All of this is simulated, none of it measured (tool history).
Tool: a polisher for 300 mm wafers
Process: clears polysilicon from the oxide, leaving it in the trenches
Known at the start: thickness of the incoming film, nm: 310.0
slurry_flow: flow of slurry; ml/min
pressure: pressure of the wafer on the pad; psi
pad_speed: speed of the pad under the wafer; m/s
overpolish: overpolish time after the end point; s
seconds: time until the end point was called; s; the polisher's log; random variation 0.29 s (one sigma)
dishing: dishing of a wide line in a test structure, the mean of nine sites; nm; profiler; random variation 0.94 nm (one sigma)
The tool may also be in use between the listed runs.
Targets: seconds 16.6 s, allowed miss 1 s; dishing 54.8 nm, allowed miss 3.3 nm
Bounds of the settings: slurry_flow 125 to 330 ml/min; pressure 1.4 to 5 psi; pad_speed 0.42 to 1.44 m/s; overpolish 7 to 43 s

{"run": 1, "hour": 0.0, "slurry_flow": 210, "pressure": 3.2, "pad_speed": 0.92, "overpolish": 22, "seconds": 22.104, "dishing": 55.311}
{"run": 2, "hour": 3.3, "slurry_flow": 210, "pressure": 2.9, "pad_speed": 0.92, "overpolish": 22, "seconds": 24.189, "dishing": 54.649}
{"run": 3, "hour": 4.9, "slurry_flow": 210, "pressure": 3.1, "pad_speed": 0.94, "overpolish": 20, "seconds": 21.414, "dishing": 53.853}
{"run": 4, "hour": 7.7, "slurry_flow": 210, "pressure": 3.1, "pad_speed": 0.82, "overpolish": 20, "seconds": 25.428, "dishing": 54.273}
{"run": 5, "hour": 11.4, "slurry_flow": 210, "pressure": 3.1, "pad_speed": 0.82, "overpolish": 12, "seconds": 25.501, "dishing": 48.857}
{"run": 6, "hour": 13.6, "slurry_flow": 210, "pressure": 3.4, "pad_speed": 0.82, "overpolish": 14, "seconds": 23.128, "dishing": 53.776}
{"run": 7, "hour": 19.4, "slurry_flow": 210, "pressure": 3.4, "pad_speed": 0.82, "overpolish": 14, "seconds": 23.068, "dishing": 51.082}
{"run": 8, "hour": 21.4, "slurry_flow": 210, "pressure": 4.3, "pad_speed": 0.86, "overpolish": 24, "seconds": 17.472, "dishing": 54.853}

5 next moves are on the table. One of them brings every result within its allowed miss. Which?
{"run": "A", "hour": 23.4, "slurry_flow": 200, "pressure": 4.4, "pad_speed": 0.76, "overpolish": 28, "seconds": "?", "dishing": "?"}
{"run": "B", "hour": 23.4, "slurry_flow": 195, "pressure": 4.2, "pad_speed": 0.8, "overpolish": 11, "seconds": "?", "dishing": "?"}
{"run": "C", "hour": 23.4, "slurry_flow": 155, "pressure": 4, "pad_speed": 0.9, "overpolish": 13, "seconds": "?", "dishing": "?"}
{"run": "D", "hour": 23.4, "slurry_flow": 210, "pressure": 4.6, "pad_speed": 0.74, "overpolish": 13, "seconds": "?", "dishing": "?"}
{"run": "E", "hour": 23.4, "slurry_flow": 190, "pressure": 4.2, "pad_speed": 0.94, "overpolish": 17, "seconds": "?", "dishing": "?"}

move=A seconds=18.993 dishing=55.071
move=B seconds=18.962 dishing=51.997
move=C seconds=18.139 dishing=53.527
move=D seconds=18.573 dishing=53.39
move=E seconds=16.261 dishing=54.798
A: further off than the last run
B: further off than the last run
C: further off than the last run
D: further off than the last run
E: meets every target
Answer: E
